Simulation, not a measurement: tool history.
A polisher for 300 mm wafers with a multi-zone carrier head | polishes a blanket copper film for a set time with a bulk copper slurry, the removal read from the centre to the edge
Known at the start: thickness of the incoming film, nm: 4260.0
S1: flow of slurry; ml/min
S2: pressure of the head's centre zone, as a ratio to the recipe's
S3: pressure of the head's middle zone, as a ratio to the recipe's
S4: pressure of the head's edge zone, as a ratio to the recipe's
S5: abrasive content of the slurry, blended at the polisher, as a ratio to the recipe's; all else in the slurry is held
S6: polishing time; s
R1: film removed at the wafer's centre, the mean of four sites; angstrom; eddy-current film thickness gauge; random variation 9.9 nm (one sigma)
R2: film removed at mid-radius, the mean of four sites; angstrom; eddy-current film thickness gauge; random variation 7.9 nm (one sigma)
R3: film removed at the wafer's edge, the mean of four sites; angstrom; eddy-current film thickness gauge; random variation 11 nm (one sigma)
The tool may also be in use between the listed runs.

run  hour   S1  S2  S3    S4   S5  S6     R1     R2     R3
  1     0  130   1   1     1    1  82  10941  11135  10952
  2   4.7  100   1   1     1    1  82  10206  10370  10409
  3   7.6  120   1   1     1    1  82  10762  10848  10715
  4   8.7  120   1   1  0.95    1  82  10801  11022  10641
  5  10.4  140   1   1  0.95    1  82  11082  11220  10763
  6  15.7  140   1   1  0.95  1.1  82  11276  11498  11073

Run 7 comes next. What will it give?
  7  19.4  175  1.03  1.02  1.04  1.15  82   ?   ?   ?

{"run 7": {"R1": 12217, "R2": 12116, "R3": 11818}}
